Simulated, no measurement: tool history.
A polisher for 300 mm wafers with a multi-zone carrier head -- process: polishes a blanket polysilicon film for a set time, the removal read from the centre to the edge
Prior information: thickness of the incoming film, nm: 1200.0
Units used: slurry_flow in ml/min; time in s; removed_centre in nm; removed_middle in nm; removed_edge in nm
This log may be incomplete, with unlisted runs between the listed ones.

| run | hour | slurry_flow | centre_zone | middle_zone | edge_zone | time | removed_centre | removed_middle | removed_edge |
|---|---|---|---|---|---|---|---|---|---|
| 1 | 0 | 125 | 1 | 1 | 1 | 56 | 505.13 | 510.95 | 494.96 |
| 2 | 0.9 | 125 | 1 | 1 | 1.07 | 56 | 491.41 | 503.21 | 518.11 |
| 3 | 3.6 | 120 | 1.01 | 0.98 | 1.07 | 56 | 506.21 | 486.08 | 509.43 |
| 4 | 7.4 | 115 | 1 | 0.97 | 1.08 | 56 | 478.12 | 476.79 | 494.24 |
| 5 | 8.4 | 110 | 1.01 | 0.95 | 1.1 | 56 | 492.65 | 464.88 | 504.21 |
| 6 | 12.2 | 110 | 1.01 | 0.95 | 1.1 | 49 | 422.37 | 408.73 | 443.67 |
| 7 | 20.9 | 115 | 1.02 | 0.94 | 1.11 | 49 | 440.05 | 406.8 | 453.41 |
| 8 | 28.3 | 120 | 1.02 | 0.94 | 1.12 | 49 | 440.75 | 416.6 | 462.12 |
| 9 | 35.8 | 125 | 1.03 | 0.93 | 1.12 | 49 | 453.38 | 414.44 | 462.84 |

What does the tool deliver on the next run?
| 10 | 43.9 | 125 | 1.03 | 0.93 | 1.13 | 49 | ? | ? | ? |

Logged for run 10: removed_centre 447.24 nm, removed_middle 417.45 nm, removed_edge 457.11 nm.

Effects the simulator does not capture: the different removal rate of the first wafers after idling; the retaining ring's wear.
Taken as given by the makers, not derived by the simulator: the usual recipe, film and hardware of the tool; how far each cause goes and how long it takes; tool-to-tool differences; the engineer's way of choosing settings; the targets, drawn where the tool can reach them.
